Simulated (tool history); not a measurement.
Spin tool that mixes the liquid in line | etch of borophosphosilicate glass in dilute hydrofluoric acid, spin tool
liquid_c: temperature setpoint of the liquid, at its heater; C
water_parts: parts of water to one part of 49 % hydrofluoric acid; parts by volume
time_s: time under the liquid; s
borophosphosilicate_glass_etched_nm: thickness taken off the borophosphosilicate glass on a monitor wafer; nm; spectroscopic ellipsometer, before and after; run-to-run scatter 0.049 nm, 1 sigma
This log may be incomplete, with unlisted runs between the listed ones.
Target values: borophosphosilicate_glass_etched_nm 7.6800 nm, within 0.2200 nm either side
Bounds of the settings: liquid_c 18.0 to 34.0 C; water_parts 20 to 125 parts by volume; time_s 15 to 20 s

| run | hour | liquid_c | water_parts | time_s | borophosphosilicate_glass_etched_nm |
|---|---|---|---|---|---|
| 1 | 0.0 | 26.0 | 70 | 20 | 15.4980 |
| 2 | 3.6 | 26.0 | 55 | 20 | 20.4050 |
| 3 | 5.8 | 24.0 | 65 | 20 | 15.7880 |
| 4 | 7.0 | 22.5 | 75 | 20 | 12.5090 |
| 5 | 11.5 | 24.5 | 75 | 20 | 13.6710 |
| 6 | 19.8 | 21.5 | 75 | 20 | 12.1700 |
| 7 | 26.3 | 20.5 | 80 | 20 | 10.9350 |
| 8 | 33.1 | 20.0 | 85 | 20 | 9.9075 |
| 9 | 33.6 | 19.5 | 90 | 20 | 9.0258 |
| 10 | 39.9 | 19.0 | 90 | 20 | 8.9169 |
| 11 | 43.3 | 18.5 | 90 | 20 | 8.7700 |
| 12 | 51.1 | 18.0 | 95 | 20 | 8.0739 |

Consider the 4 candidate settings below. Which is the only one whose results all fall within their allowed miss of target?
| A | 58.9 | 19.5 | 95 | 20 | ? |
| B | 58.9 | 19.0 | 95 | 20 | ? |
| C | 58.9 | 18.5 | 95 | 20 | ? |
| D | 58.9 | 18.5 | 100 | 20 | ? |

| move | borophosphosilicate_glass_etched_nm |
|---|---|
| A | 8.6003 |
| B | 8.4238 |
| C | 8.2501 |
| D | 7.7954 |
A: moves away from the targets compared with the last run
B: moves away from the targets compared with the last run
C: moves away from the targets compared with the last run
D: every result within its allowed miss
Go with D: it meets all targets.

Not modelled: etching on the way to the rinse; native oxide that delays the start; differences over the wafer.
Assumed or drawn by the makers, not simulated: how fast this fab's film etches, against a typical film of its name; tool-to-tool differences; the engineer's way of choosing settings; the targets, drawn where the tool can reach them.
